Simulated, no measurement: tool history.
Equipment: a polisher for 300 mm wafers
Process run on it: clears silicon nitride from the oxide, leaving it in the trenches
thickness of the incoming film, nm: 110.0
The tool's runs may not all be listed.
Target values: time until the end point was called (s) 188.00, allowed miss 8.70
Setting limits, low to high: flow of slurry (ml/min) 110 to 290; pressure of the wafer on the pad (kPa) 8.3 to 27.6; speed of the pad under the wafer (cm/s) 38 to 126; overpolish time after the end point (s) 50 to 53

| run | hour | flow of slurry (ml/min) | pressure of the wafer on the pad (kPa) | speed of the pad under the wafer (cm/s) | overpolish time after the end point (s) | time until the end point was called (s) |
|---|---|---|---|---|---|---|
| 1 | 0.0 | 185 | 17.9 | 82 | 50 | 144.85 |
| 2 | 2.8 | 220 | 17.9 | 82 | 50 | 148.93 |
| 3 | 10.7 | 220 | 17.2 | 82 | 50 | 151.16 |
| 4 | 18.2 | 250 | 17.2 | 82 | 50 | 147.50 |
| 5 | 26.4 | 250 | 16.5 | 82 | 50 | 151.55 |
| 6 | 33.4 | 250 | 16.5 | 82 | 53 | 152.59 |
| 7 | 34.9 | 250 | 15.9 | 82 | 53 | 157.32 |
| 8 | 39.3 | 250 | 15.2 | 82 | 53 | 161.87 |
| 9 | 47.1 | 250 | 15.2 | 82 | 53 | 162.89 |
| 10 | 51.4 | 250 | 14.5 | 82 | 53 | 172.11 |

Which of these 5 next moves meets every target?
| A | 55.7 | 250 | 15.2 | 78 | 50 | ? |
| B | 55.7 | 235 | 13.1 | 92 | 50 | ? |
| C | 55.7 | 245 | 13.1 | 88 | 50 | ? |
| D | 55.7 | 245 | 11.7 | 74 | 50 | ? |
| E | 55.7 | 230 | 13.1 | 80 | 53 | ? |

| move | time until the end point was called (s) |
|---|---|
| A | 170.41 |
| B | 163.38 |
| C | 169.77 |
| D | 217.87 |
| E | 187.63 |
A: lands further from the targets than the last run did
B: lands further from the targets than the last run did
C: lands further from the targets than the last run did
D: moves the result that the last run missed by most past its target, out the other side
E: meets every target
Move E is the one to make.
